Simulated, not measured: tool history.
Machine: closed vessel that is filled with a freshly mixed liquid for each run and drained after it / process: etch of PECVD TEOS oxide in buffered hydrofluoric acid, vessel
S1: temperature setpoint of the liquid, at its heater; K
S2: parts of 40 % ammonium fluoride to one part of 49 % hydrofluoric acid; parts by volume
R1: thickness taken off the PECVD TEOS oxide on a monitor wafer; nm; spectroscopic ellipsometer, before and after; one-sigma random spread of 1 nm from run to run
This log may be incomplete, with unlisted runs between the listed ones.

run 1 day=0.000 | S1=296.15 S2=21.5 time_in_the_liquid_(s)=95 | R1=82.003
run 2 day=0.204 | S1=297.65 S2=19.5 time_in_the_liquid_(s)=95 | R1=95.150
run 3 day=0.304 | S1=299.15 S2=17.5 time_in_the_liquid_(s)=95 | R1=116.230
run 4 day=0.575 | S1=299.15 S2=17.5 time_in_the_liquid_(s)=105 | R1=127.790
run 5 day=0.633 | S1=299.15 S2=15.5 time_in_the_liquid_(s)=105 | R1=144.050
run 6 day=0.758 | S1=300.15 S2=15.5 time_in_the_liquid_(s)=105 | R1=152.070
run 7 day=0.979 | S1=300.65 S2=15.5 time_in_the_liquid_(s)=105 | R1=156.150
run 8 day=1.258 | S1=301.15 S2=15.5 time_in_the_liquid_(s)=105 | R1=161.010

Run 9, settings as shown, results not yet in. Your forecast:
run 9 day=1.604 | S1=301.65 S2=15.5 time_in_the_liquid_(s)=105 | R1=?

{"run 9": {"R1": 163.84}}

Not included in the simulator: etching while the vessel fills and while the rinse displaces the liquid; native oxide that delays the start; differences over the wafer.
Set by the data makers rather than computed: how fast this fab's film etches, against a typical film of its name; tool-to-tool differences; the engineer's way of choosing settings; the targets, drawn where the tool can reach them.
